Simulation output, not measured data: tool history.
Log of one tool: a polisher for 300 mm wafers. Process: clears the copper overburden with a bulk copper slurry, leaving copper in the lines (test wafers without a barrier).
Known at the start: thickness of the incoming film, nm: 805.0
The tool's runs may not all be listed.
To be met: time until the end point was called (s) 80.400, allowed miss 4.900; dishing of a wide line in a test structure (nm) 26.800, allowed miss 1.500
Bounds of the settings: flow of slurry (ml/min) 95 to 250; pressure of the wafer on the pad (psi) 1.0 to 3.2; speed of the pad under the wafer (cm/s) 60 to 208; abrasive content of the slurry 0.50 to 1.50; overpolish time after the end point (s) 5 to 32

| run | hour | flow of slurry (ml/min) | pressure of the wafer on the pad (psi) | speed of the pad under the wafer (cm/s) | abrasive content of the slurry | overpolish time after the end point (s) | time until the end point was called (s) | dishing of a wide line in a test structure (nm) |
|---|---|---|---|---|---|---|---|---|
| 1 | 0.0 | 160 | 2.1 | 134 | 1.00 | 16 | 75.061 | 48.826 |
| 2 | 7.2 | 145 | 2.1 | 134 | 1.00 | 16 | 75.235 | 49.322 |
| 3 | 11.6 | 145 | 2.1 | 134 | 0.90 | 16 | 78.126 | 48.704 |
| 4 | 16.1 | 170 | 2.1 | 134 | 0.90 | 16 | 75.683 | 48.294 |
| 5 | 17.6 | 170 | 2.1 | 134 | 0.90 | 23 | 76.125 | 51.374 |
| 6 | 19.0 | 180 | 2.0 | 142 | 0.85 | 21 | 74.056 | 52.061 |
| 7 | 20.4 | 190 | 2.1 | 130 | 0.95 | 19 | 77.419 | 49.274 |
| 8 | 27.7 | 200 | 2.0 | 132 | 1.00 | 17 | 76.989 | 48.305 |
| 9 | 32.3 | 205 | 1.9 | 134 | 1.05 | 15 | 78.184 | 48.598 |
| 10 | 39.3 | 205 | 2.1 | 124 | 1.00 | 14 | 76.932 | 46.268 |
| 11 | 45.8 | 210 | 2.2 | 116 | 0.95 | 13 | 81.056 | 45.855 |
| 12 | 47.8 | 210 | 2.2 | 116 | 0.95 | 13 | 77.809 | 45.569 |
| 13 | 55.6 | 215 | 2.3 | 108 | 0.90 | 12 | 87.140 | 42.871 |
| 14 | 59.8 | 220 | 2.4 | 104 | 0.85 | 11 | 82.141 | 42.049 |
| 15 | 62.5 | 225 | 2.5 | 98 | 0.80 | 10 | 88.484 | 40.154 |
| 16 | 67.9 | 230 | 2.6 | 96 | 0.75 | 9 | 86.162 | 37.854 |
| 17 | 75.1 | 235 | 2.7 | 94 | 0.70 | 8 | 88.009 | 35.022 |
| 18 | 80.8 | 235 | 2.7 | 96 | 0.65 | 8 | 86.504 | 33.754 |
| 19 | 83.1 | 235 | 2.7 | 96 | 0.65 | 8 | 85.380 | 35.404 |
| 20 | 89.3 | 245 | 2.9 | 94 | 0.55 | 6 | 85.912 | 30.090 |
| 21 | 96.8 | 245 | 2.9 | 96 | 0.55 | 6 | 84.819 | 29.961 |
| 22 | 103.7 | 245 | 2.9 | 100 | 0.55 | 6 | 79.516 | 30.281 |
| 23 | 111.4 | 245 | 2.8 | 104 | 0.55 | 6 | 80.959 | 30.721 |
| 24 | 119.5 | 245 | 2.9 | 102 | 0.55 | 6 | 76.567 | 31.300 |

Which of these 4 next moves meets every target?
| A | 127.6 | 250 | 3.0 | 98 | 0.60 | 10 | ? | ? |
| B | 127.6 | 240 | 2.1 | 132 | 0.60 | 9 | ? | ? |
| C | 127.6 | 245 | 3.0 | 90 | 0.70 | 10 | ? | ? |
| D | 127.6 | 230 | 2.8 | 102 | 0.65 | 5 | ? | ? |

| move | time until the end point was called (s) | dishing of a wide line in a test structure (nm) |
|---|---|---|
| A | 78.892 | 41.743 |
| B | 81.003 | 37.687 |
| C | 82.694 | 40.772 |
| D | 79.930 | 27.007 |
A: further off than the last run
B: further off than the last run
C: further off than the last run
D: meets every target
The right move is D.
